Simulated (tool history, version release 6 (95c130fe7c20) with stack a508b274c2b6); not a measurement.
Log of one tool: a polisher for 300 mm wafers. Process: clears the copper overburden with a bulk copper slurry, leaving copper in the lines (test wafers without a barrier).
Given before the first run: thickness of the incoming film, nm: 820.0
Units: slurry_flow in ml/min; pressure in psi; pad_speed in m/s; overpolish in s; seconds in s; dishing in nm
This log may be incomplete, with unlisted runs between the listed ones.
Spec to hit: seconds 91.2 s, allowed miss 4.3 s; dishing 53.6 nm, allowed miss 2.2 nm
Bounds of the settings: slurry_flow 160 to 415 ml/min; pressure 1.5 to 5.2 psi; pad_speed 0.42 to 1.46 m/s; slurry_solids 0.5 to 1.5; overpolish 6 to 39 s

{"run": 1, "hour": 0.0, "slurry_flow": 265, "pressure": 3.3, "pad_speed": 0.94, "slurry_solids": 1, "overpolish": 20, "seconds": 68.186, "dishing": 78.342}
{"run": 2, "hour": 0.6, "slurry_flow": 265, "pressure": 3.1, "pad_speed": 0.96, "slurry_solids": 1, "overpolish": 18, "seconds": 72.949, "dishing": 75.256}
{"run": 3, "hour": 4.7, "slurry_flow": 265, "pressure": 3.1, "pad_speed": 0.96, "slurry_solids": 1.15, "overpolish": 18, "seconds": 71.255, "dishing": 75.193}
{"run": 4, "hour": 13.1, "slurry_flow": 265, "pressure": 2.6, "pad_speed": 0.96, "slurry_solids": 1.15, "overpolish": 18, "seconds": 82.62, "dishing": 69.475}
{"run": 5, "hour": 16.1, "slurry_flow": 265, "pressure": 2.6, "pad_speed": 0.96, "slurry_solids": 1.05, "overpolish": 18, "seconds": 85.562, "dishing": 67.626}
{"run": 6, "hour": 23.9, "slurry_flow": 265, "pressure": 2.6, "pad_speed": 0.74, "slurry_solids": 1.05, "overpolish": 18, "seconds": 98.921, "dishing": 63.763}
{"run": 7, "hour": 26.7, "slurry_flow": 275, "pressure": 2.6, "pad_speed": 0.76, "slurry_solids": 1.05, "overpolish": 17, "seconds": 98.988, "dishing": 62.276}
{"run": 8, "hour": 34.4, "slurry_flow": 285, "pressure": 2.6, "pad_speed": 0.76, "slurry_solids": 1.05, "overpolish": 16, "seconds": 95.432, "dishing": 61.622}
{"run": 9, "hour": 38.6, "slurry_flow": 290, "pressure": 2.6, "pad_speed": 0.76, "slurry_solids": 1.05, "overpolish": 15, "seconds": 97.957, "dishing": 60.475}
{"run": 10, "hour": 45.9, "slurry_flow": 295, "pressure": 2.6, "pad_speed": 0.76, "slurry_solids": 1.05, "overpolish": 14, "seconds": 96.115, "dishing": 57.372}
{"run": 11, "hour": 48.8, "slurry_flow": 300, "pressure": 2.6, "pad_speed": 0.76, "slurry_solids": 1.05, "overpolish": 14, "seconds": 95.045, "dishing": 57.222}
{"run": 12, "hour": 53.2, "slurry_flow": 305, "pressure": 2.6, "pad_speed": 0.76, "slurry_solids": 1.05, "overpolish": 14, "seconds": 96.834, "dishing": 56.877}
{"run": 13, "hour": 61.3, "slurry_flow": 310, "pressure": 2.6, "pad_speed": 0.76, "slurry_solids": 1.05, "overpolish": 14, "seconds": 94.211, "dishing": 57.662}
{"run": 14, "hour": 65.9, "slurry_flow": 315, "pressure": 2.6, "pad_speed": 0.76, "slurry_solids": 1.05, "overpolish": 14, "seconds": 96.821, "dishing": 57.505}
{"run": 15, "hour": 73.8, "slurry_flow": 315, "pressure": 2.7, "pad_speed": 0.78, "slurry_solids": 1.05, "overpolish": 7, "seconds": 93.386, "dishing": 37.727}
{"run": 16, "hour": 76.5, "slurry_flow": 320, "pressure": 2.7, "pad_speed": 0.78, "slurry_solids": 1.05, "overpolish": 8, "seconds": 90.833, "dishing": 41.834}
{"run": 17, "hour": 83.5, "slurry_flow": 325, "pressure": 2.7, "pad_speed": 0.78, "slurry_solids": 1.05, "overpolish": 8, "seconds": 93.154, "dishing": 42.218}
{"run": 18, "hour": 88.9, "slurry_flow": 330, "pressure": 2.7, "pad_speed": 0.78, "slurry_solids": 1.05, "overpolish": 8, "seconds": 92.374, "dishing": 42.843}
{"run": 19, "hour": 96.9, "slurry_flow": 335, "pressure": 2.7, "pad_speed": 0.78, "slurry_solids": 1.05, "overpolish": 8, "seconds": 92.105, "dishing": 42.4}
{"run": 20, "hour": 104.3, "slurry_flow": 345, "pressure": 2.7, "pad_speed": 0.76, "slurry_solids": 1.05, "overpolish": 11, "seconds": 93.808, "dishing": 51.491}

Of the 5 settings listed for the next run, only one would bring every result within its allowed miss of target. Which one?
{"run": "A", "hour": 111.7, "slurry_flow": 335, "pressure": 2.2, "pad_speed": 0.78, "slurry_solids": 1.2, "overpolish": 12, "seconds": "?", "dishing": "?"}
{"run": "B", "hour": 111.7, "slurry_flow": 355, "pressure": 2.9, "pad_speed": 0.64, "slurry_solids": 1.15, "overpolish": 10, "seconds": "?", "dishing": "?"}
{"run": "C", "hour": 111.7, "slurry_flow": 340, "pressure": 2.5, "pad_speed": 0.88, "slurry_solids": 0.95, "overpolish": 12, "seconds": "?", "dishing": "?"}
{"run": "D", "hour": 111.7, "slurry_flow": 340, "pressure": 2.6, "pad_speed": 0.84, "slurry_solids": 1.05, "overpolish": 9, "seconds": "?", "dishing": "?"}
{"run": "E", "hour": 111.7, "slurry_flow": 245, "pressure": 3.4, "pad_speed": 0.56, "slurry_solids": 1.25, "overpolish": 9, "seconds": "?", "dishing": "?"}

move=A seconds=110.2 dishing=48.36
move=B seconds=95.499 dishing=48.347
move=C seconds=94.581 dishing=53.665
move=D seconds=91.977 dishing=45.846
move=E seconds=89.936 dishing=47.466
A: its largest miss is bigger than the last run's
B: its largest miss is bigger than the last run's
C: every result within its allowed miss
D: its largest miss is bigger than the last run's
E: its largest miss is bigger than the last run's
The right move is C.
